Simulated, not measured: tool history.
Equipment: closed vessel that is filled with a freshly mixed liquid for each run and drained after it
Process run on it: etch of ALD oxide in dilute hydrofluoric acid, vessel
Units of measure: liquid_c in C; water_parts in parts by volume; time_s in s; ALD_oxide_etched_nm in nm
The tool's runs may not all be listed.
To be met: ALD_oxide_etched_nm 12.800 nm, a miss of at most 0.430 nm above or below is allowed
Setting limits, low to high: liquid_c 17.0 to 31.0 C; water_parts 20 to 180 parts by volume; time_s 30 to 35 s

{"run": 1, "day": 0.0, "liquid_c": 23.0, "water_parts": 100, "time_s": 35, "ALD_oxide_etched_nm": 11.692}
{"run": 2, "day": 0.238, "liquid_c": 20.0, "water_parts": 100, "time_s": 35, "ALD_oxide_etched_nm": 10.451}
{"run": 3, "day": 0.533, "liquid_c": 20.0, "water_parts": 100, "time_s": 35, "ALD_oxide_etched_nm": 10.788}
{"run": 4, "day": 0.567, "liquid_c": 23.5, "water_parts": 100, "time_s": 35, "ALD_oxide_etched_nm": 12.125}
{"run": 5, "day": 0.771, "liquid_c": 23.5, "water_parts": 75, "time_s": 35, "ALD_oxide_etched_nm": 16.706}
{"run": 6, "day": 1.092, "liquid_c": 20.0, "water_parts": 75, "time_s": 35, "ALD_oxide_etched_nm": 14.423}
{"run": 7, "day": 1.312, "liquid_c": 19.5, "water_parts": 75, "time_s": 35, "ALD_oxide_etched_nm": 14.422}
{"run": 8, "day": 1.479, "liquid_c": 19.5, "water_parts": 75, "time_s": 35, "ALD_oxide_etched_nm": 14.363}
{"run": 9, "day": 1.842, "liquid_c": 19.0, "water_parts": 75, "time_s": 35, "ALD_oxide_etched_nm": 13.904}

Exactly one of the 5 candidate moves below puts every result within its allowed miss. Which one?
{"run": "A", "day": 2.204, "liquid_c": 18.5, "water_parts": 80, "time_s": 35, "ALD_oxide_etched_nm": "?"}
{"run": "B", "day": 2.204, "liquid_c": 20.0, "water_parts": 70, "time_s": 35, "ALD_oxide_etched_nm": "?"}
{"run": "C", "day": 2.204, "liquid_c": 19.0, "water_parts": 70, "time_s": 35, "ALD_oxide_etched_nm": "?"}
{"run": "D", "day": 2.204, "liquid_c": 17.0, "water_parts": 70, "time_s": 35, "ALD_oxide_etched_nm": "?"}
{"run": "E", "day": 2.204, "liquid_c": 22.5, "water_parts": 70, "time_s": 30, "ALD_oxide_etched_nm": "?"}

move=A ALD_oxide_etched_nm=12.932
move=B ALD_oxide_etched_nm=15.913
move=C ALD_oxide_etched_nm=15.269
move=D ALD_oxide_etched_nm=14.044
move=E ALD_oxide_etched_nm=15.100
A: all results in spec
B: the biggest miss grows against the last run
C: the biggest miss grows against the last run
D: the biggest miss grows against the last run
E: the biggest miss grows against the last run
Correct choice: A, which meets every target

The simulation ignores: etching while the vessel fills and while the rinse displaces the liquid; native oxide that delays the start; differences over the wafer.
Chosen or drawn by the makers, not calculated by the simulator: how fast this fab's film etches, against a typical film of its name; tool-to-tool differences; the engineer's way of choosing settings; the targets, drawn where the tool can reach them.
